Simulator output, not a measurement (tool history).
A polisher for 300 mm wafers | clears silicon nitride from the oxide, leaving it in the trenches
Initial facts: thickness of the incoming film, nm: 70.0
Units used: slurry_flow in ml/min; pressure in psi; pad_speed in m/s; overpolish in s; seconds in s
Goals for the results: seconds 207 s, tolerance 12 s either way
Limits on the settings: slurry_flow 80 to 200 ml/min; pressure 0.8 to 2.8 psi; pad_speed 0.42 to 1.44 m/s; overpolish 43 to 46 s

run 1 day=0 | slurry_flow=130 pressure=1.8 pad_speed=0.92 overpolish=43 | seconds=124.18
run 2 day=0.346 | slurry_flow=150 pressure=1.8 pad_speed=0.92 overpolish=43 | seconds=119.9
run 3 day=0.496 | slurry_flow=150 pressure=1.6 pad_speed=0.92 overpolish=43 | seconds=131.45
run 4 day=0.533 | slurry_flow=150 pressure=1.9 pad_speed=0.92 overpolish=43 | seconds=109.68
run 5 day=0.592 | slurry_flow=150 pressure=1.9 pad_speed=0.82 overpolish=43 | seconds=122.06
run 6 day=0.729 | slurry_flow=145 pressure=1.7 pad_speed=0.8 overpolish=43 | seconds=138.54
run 7 day=0.896 | slurry_flow=140 pressure=1.6 pad_speed=0.78 overpolish=43 | seconds=147.1
run 8 day=1.258 | slurry_flow=140 pressure=1.5 pad_speed=0.76 overpolish=43 | seconds=168.28

Exercise: of the 5 proposed moves below, exactly one satisfies all targets within the stated allowed misses. Which move is it?
run A day=1.621 | slurry_flow=155 pressure=1.5 pad_speed=0.8 overpolish=46 | seconds=?
run B day=1.621 | slurry_flow=135 pressure=1.1 pad_speed=0.8 overpolish=46 | seconds=?
run C day=1.621 | slurry_flow=160 pressure=1.4 pad_speed=0.68 overpolish=46 | seconds=?
run D day=1.621 | slurry_flow=160 pressure=1.2 pad_speed=1.14 overpolish=44 | seconds=?
run E day=1.621 | slurry_flow=110 pressure=1.5 pad_speed=0.82 overpolish=43 | seconds=?

move=A seconds=152.26
move=B seconds=208.86
move=C seconds=180.37
move=D seconds=145.87
move=E seconds=157.2
A: moves away from the targets compared with the last run
B: every result lands within tolerance
C: better than the last run, though not everything is in spec
D: moves away from the targets compared with the last run
E: moves away from the targets compared with the last run
Go with B: it meets all targets.
